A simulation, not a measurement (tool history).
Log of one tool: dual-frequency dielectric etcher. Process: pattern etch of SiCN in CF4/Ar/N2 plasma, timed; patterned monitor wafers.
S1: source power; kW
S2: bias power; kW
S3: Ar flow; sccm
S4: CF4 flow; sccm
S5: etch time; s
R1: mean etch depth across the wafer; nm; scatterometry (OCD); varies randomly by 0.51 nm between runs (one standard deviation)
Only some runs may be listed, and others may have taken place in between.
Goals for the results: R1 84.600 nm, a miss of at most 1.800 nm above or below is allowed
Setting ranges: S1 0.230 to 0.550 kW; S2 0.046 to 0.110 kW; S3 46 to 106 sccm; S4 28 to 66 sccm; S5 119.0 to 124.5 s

{"run": 1, "hour": 0.0, "S1": 0.39, "S2": 0.078, "S3": 76, "S4": 47, "S5": 119.0, "R1": 93.697}
{"run": 2, "hour": 2.0, "S1": 0.39, "S2": 0.078, "S3": 76, "S4": 43, "S5": 119.0, "R1": 91.6}
{"run": 3, "hour": 9.4, "S1": 0.38, "S2": 0.078, "S3": 76, "S4": 43, "S5": 119.0, "R1": 90.413}
{"run": 4, "hour": 13.7, "S1": 0.38, "S2": 0.078, "S3": 76, "S4": 51, "S5": 119.0, "R1": 93.381}
{"run": 5, "hour": 17.6, "S1": 0.41, "S2": 0.078, "S3": 76, "S4": 51, "S5": 119.0, "R1": 99.191}
{"run": 6, "hour": 18.3, "S1": 0.41, "S2": 0.078, "S3": 76, "S4": 51, "S5": 124.5, "R1": 102.76}
{"hour": 22.8, "done": "bias power generator calibrated"}
{"run": 7, "hour": 22.8, "S1": 0.38, "S2": 0.077, "S3": 76, "S4": 51, "S5": 124.5, "R1": 96.281}
{"run": 8, "hour": 24.3, "S1": 0.36, "S2": 0.077, "S3": 76, "S4": 51, "S5": 124.5, "R1": 92.466}
{"run": 9, "hour": 30.2, "S1": 0.35, "S2": 0.077, "S3": 76, "S4": 51, "S5": 124.5, "R1": 90.034}
{"run": 10, "hour": 37.6, "S1": 0.34, "S2": 0.077, "S3": 76, "S4": 51, "S5": 124.5, "R1": 89.259}

Next run, 4 choices. One meets every target within its allowed miss, the rest don't. Which?
{"run": "A", "hour": 45.0, "S1": 0.37, "S2": 0.074, "S3": 75, "S4": 52, "S5": 122.0, "R1": "?"}
{"run": "B", "hour": 45.0, "S1": 0.35, "S2": 0.072, "S3": 73, "S4": 46, "S5": 124.5, "R1": "?"}
{"run": "C", "hour": 45.0, "S1": 0.35, "S2": 0.072, "S3": 81, "S4": 48, "S5": 123.0, "R1": "?"}
{"run": "D", "hour": 45.0, "S1": 0.34, "S2": 0.083, "S3": 71, "S4": 48, "S5": 121.5, "R1": "?"}

move=A R1=91.420
move=B R1=87.007
move=C R1=84.956
move=D R1=88.594
A: lands further from the targets than the last run did
B: better than the last run, though not everything is in spec
C: every result within its allowed miss
D: better than the last run, though not everything is in spec
The move that meets every target is C.

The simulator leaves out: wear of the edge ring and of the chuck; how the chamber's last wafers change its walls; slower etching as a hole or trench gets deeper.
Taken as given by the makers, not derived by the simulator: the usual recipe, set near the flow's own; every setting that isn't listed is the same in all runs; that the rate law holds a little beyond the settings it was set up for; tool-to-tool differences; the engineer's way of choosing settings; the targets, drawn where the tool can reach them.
